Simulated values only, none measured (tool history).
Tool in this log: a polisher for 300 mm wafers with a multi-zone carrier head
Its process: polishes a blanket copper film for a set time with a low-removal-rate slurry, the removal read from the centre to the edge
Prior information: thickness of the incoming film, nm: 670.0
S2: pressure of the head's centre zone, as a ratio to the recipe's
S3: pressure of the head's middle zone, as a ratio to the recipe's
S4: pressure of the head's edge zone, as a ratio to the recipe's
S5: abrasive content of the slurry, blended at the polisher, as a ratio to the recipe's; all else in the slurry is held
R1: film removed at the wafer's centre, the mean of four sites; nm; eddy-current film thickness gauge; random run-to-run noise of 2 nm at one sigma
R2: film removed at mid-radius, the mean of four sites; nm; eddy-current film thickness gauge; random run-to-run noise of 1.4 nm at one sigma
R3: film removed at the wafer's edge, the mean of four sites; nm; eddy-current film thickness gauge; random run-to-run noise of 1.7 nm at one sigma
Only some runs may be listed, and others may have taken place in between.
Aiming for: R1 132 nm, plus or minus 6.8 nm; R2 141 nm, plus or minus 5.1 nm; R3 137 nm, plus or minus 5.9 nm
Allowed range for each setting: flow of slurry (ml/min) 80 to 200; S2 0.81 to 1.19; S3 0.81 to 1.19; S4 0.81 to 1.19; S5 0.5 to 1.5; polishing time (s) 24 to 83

Run 1, day 0: flow of slurry (ml/min) 130, S2 1, S3 1, S4 1, S5 1, polishing time (s) 53. Result: R1 188.14 nm, R2 214.53 nm, R3 208.31 nm.
Run 2, day 0.042: flow of slurry (ml/min) 125, S2 1, S3 0.98, S4 0.96, S5 0.85, polishing time (s) 49. Result: R1 165.42 nm, R2 181.9 nm, R3 175.91 nm.
Run 3, day 0.108: flow of slurry (ml/min) 125, S2 1, S3 0.98, S4 0.96, S5 0.65, polishing time (s) 49. Result: R1 153.01 nm, R2 165.1 nm, R3 160.46 nm.
Run 4, day 0.25: flow of slurry (ml/min) 125, S2 1, S3 0.98, S4 0.88, S5 0.65, polishing time (s) 49. Result: R1 154.29 nm, R2 165.05 nm, R3 153.83 nm.
Run 5, day 0.354: flow of slurry (ml/min) 115, S2 0.98, S3 0.96, S4 0.87, S5 0.6, polishing time (s) 49. Result: R1 144.19 nm, R2 157.95 nm, R3 144.03 nm.
At day 0.396: centre zone pressure recalibrated.
Run 6, day 0.396: flow of slurry (ml/min) 85, S2 0.98, S3 0.96, S4 0.87, S5 0.6, polishing time (s) 49. Result: R1 148.6 nm, R2 149.29 nm, R3 143.4 nm.
Run 7, day 0.579: flow of slurry (ml/min) 90, S2 0.9, S3 0.93, S4 0.86, S5 0.5, polishing time (s) 48. Result: R1 128.51 nm, R2 132.21 nm, R3 130.47 nm.
Run 8, day 0.825: flow of slurry (ml/min) 90, S2 0.9, S3 0.93, S4 0.86, S5 0.5, polishing time (s) 48. Result: R1 120.85 nm, R2 133.68 nm, R3 127.24 nm.
Run 9, day 0.85: flow of slurry (ml/min) 95, S2 0.92, S3 0.93, S4 0.87, S5 0.5, polishing time (s) 48. Result: R1 129.28 nm, R2 133.3 nm, R3 128.58 nm.

Of the 5 settings listed for the next run, only one would bring every result within its allowed miss of target. Which one?
Run A, day 0.875: flow of slurry (ml/min) 95, S2 0.81, S3 0.87, S4 0.95, S5 0.7, polishing time (s) 43. Result: R1 ?, R2 ?, R3 ?.
Run B, day 0.875: flow of slurry (ml/min) 115, S2 0.92, S3 0.92, S4 0.83, S5 0.5, polishing time (s) 45. Result: R1 ?, R2 ?, R3 ?.
Run C, day 0.875: flow of slurry (ml/min) 110, S2 0.98, S3 0.95, S4 0.82, S5 0.5, polishing time (s) 45. Result: R1 ?, R2 ?, R3 ?.
Run D, day 0.875: flow of slurry (ml/min) 80, S2 0.94, S3 0.85, S4 0.94, S5 0.6, polishing time (s) 43. Result: R1 ?, R2 ?, R3 ?.
Run E, day 0.875: flow of slurry (ml/min) 155, S2 0.87, S3 0.9, S4 0.9, S5 0.65, polishing time (s) 42. Result: R1 ?, R2 ?, R3 ?.

move      R1      R2      R3
   A   119.8  137.22  139.76
   B  127.74  131.56   121.3
   C  134.99  132.65  119.99
   D  126.13  123.47  127.97
   E  133.97  143.52  136.83
A: corrects the largest miss of the last run, while another result sits out of spec
B: moves away from the targets compared with the last run
C: moves away from the targets compared with the last run
D: moves away from the targets compared with the last run
E: all results in spec
The right move is E.

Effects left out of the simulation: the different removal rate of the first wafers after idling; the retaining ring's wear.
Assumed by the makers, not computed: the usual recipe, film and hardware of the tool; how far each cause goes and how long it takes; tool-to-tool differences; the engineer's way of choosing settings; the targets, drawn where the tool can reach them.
